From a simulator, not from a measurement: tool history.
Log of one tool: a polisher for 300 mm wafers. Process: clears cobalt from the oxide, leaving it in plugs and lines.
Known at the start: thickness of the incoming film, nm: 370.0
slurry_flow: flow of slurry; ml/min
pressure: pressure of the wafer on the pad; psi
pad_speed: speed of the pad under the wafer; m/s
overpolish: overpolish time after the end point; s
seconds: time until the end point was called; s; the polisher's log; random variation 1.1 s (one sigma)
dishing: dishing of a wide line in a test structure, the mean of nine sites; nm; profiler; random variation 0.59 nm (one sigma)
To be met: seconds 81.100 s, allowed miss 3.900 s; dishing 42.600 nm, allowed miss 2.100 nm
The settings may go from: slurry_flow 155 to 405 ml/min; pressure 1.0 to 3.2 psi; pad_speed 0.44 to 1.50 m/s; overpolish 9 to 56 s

run	day	slurry_flow	pressure	pad_speed	overpolish	seconds	dishing
1	0.000	260	2.1	0.96	29	87.818	58.578
2	0.279	290	2.1	0.96	29	86.069	58.513
3	0.571	230	2.1	0.96	29	87.538	59.231
4	0.812	285	2.1	0.96	23	86.603	52.913
5	0.904	285	2.1	0.82	23	101.020	51.181
6	1.146	315	2.2	0.82	19	94.832	47.169
7	1.379	320	2.3	0.82	17	89.748	46.379
8	1.679	325	2.4	0.82	15	86.567	44.183
9	1.850	325	2.6	0.82	11	78.278	39.212

Which of these 5 next moves meets every target?
A	2.021	350	2.8	0.78	16	?	?
B	2.021	265	2.9	0.74	13	?	?
C	2.021	310	2.4	0.92	9	?	?
D	2.021	405	2.8	0.82	16	?	?
E	2.021	325	2.7	0.84	9	?	?

move	seconds	dishing
A	78.520	48.079
B	81.865	42.213
C	78.604	34.453
D	74.030	49.393
E	76.208	35.167
A: takes the result that was furthest off past its target
B: meets every target
C: further off than the last run
D: takes the result that was furthest off past its target
E: further off than the last run
The right move is B.
